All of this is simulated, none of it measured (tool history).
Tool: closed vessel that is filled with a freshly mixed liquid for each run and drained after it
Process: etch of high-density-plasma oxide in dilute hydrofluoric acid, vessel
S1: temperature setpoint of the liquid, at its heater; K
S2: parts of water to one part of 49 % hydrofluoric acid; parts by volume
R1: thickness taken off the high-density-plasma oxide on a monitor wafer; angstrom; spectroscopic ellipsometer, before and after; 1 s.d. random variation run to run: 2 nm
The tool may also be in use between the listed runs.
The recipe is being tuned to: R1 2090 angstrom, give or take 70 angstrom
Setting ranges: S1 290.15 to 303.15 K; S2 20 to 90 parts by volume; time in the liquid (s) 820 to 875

{"run": 1, "hour": 0.0, "S1": 295.15, "S2": 50, "time in the liquid (s)": 820, "R1": 731.39}
{"run": 2, "hour": 5.2, "S1": 295.15, "S2": 60, "time in the liquid (s)": 820, "R1": 611.62}
{"run": 3, "hour": 7.6, "S1": 296.15, "S2": 55, "time in the liquid (s)": 825, "R1": 686.52}
{"run": 4, "hour": 12.5, "S1": 297.15, "S2": 50, "time in the liquid (s)": 830, "R1": 822.21}
{"run": 5, "hour": 16.2, "S1": 297.65, "S2": 45, "time in the liquid (s)": 835, "R1": 914.67}
{"run": 6, "hour": 21.9, "S1": 297.65, "S2": 55, "time in the liquid (s)": 835, "R1": 742.14}
{"run": 7, "hour": 28.8, "S1": 298.15, "S2": 50, "time in the liquid (s)": 840, "R1": 841.88}
{"run": 8, "hour": 35.3, "S1": 298.65, "S2": 45, "time in the liquid (s)": 845, "R1": 966.43}
{"run": 9, "hour": 43.0, "S1": 299.15, "S2": 40, "time in the liquid (s)": 850, "R1": 1142.3}
{"run": 10, "hour": 51.9, "S1": 299.15, "S2": 40, "time in the liquid (s)": 850, "R1": 1130.6}
{"run": 11, "hour": 56.5, "S1": 303.15, "S2": 20, "time in the liquid (s)": 870, "R1": 2791.9}
{"run": 12, "hour": 64.9, "S1": 302.65, "S2": 20, "time in the liquid (s)": 870, "R1": 2756.5}
{"run": 13, "hour": 68.7, "S1": 302.15, "S2": 20, "time in the liquid (s)": 870, "R1": 2693.5}
{"run": 14, "hour": 77.4, "S1": 301.65, "S2": 20, "time in the liquid (s)": 870, "R1": 2713.6}
{"run": 15, "hour": 86.4, "S1": 300.65, "S2": 20, "time in the liquid (s)": 870, "R1": 2571.9}
{"run": 16, "hour": 89.5, "S1": 300.15, "S2": 20, "time in the liquid (s)": 870, "R1": 2489.3}
{"run": 17, "hour": 91.4, "S1": 299.65, "S2": 20, "time in the liquid (s)": 870, "R1": 2428.6}
{"run": 18, "hour": 95.7, "S1": 299.15, "S2": 20, "time in the liquid (s)": 870, "R1": 2409}
{"run": 19, "hour": 101.5, "S1": 298.65, "S2": 20, "time in the liquid (s)": 870, "R1": 2345.2}
{"run": 20, "hour": 103.3, "S1": 298.15, "S2": 20, "time in the liquid (s)": 870, "R1": 2287.6}
{"run": 21, "hour": 109.1, "S1": 298.15, "S2": 20, "time in the liquid (s)": 870, "R1": 2269.7}

Next run, 5 choices. One meets every target within its allowed miss, the rest don't. Which?
{"run": "A", "hour": 114.9, "S1": 302.15, "S2": 25, "time in the liquid (s)": 860, "R1": "?"}
{"run": "B", "hour": 114.9, "S1": 299.15, "S2": 25, "time in the liquid (s)": 865, "R1": "?"}
{"run": "C", "hour": 114.9, "S1": 301.15, "S2": 20, "time in the liquid (s)": 845, "R1": "?"}
{"run": "D", "hour": 114.9, "S1": 300.65, "S2": 25, "time in the liquid (s)": 840, "R1": "?"}
{"run": "E", "hour": 114.9, "S1": 300.15, "S2": 25, "time in the liquid (s)": 825, "R1": "?"}

move=A R1=2098.6
move=B R1=1867.2
move=C R1=2495.4
move=D R1=1928.6
move=E R1=1855.7
A: in spec on every target
B: carries the result that was furthest off beyond its target, to the other side
C: moves away from the targets compared with the last run
D: carries the result that was furthest off beyond its target, to the other side
E: carries the result that was furthest off beyond its target, to the other side
A meets every target.
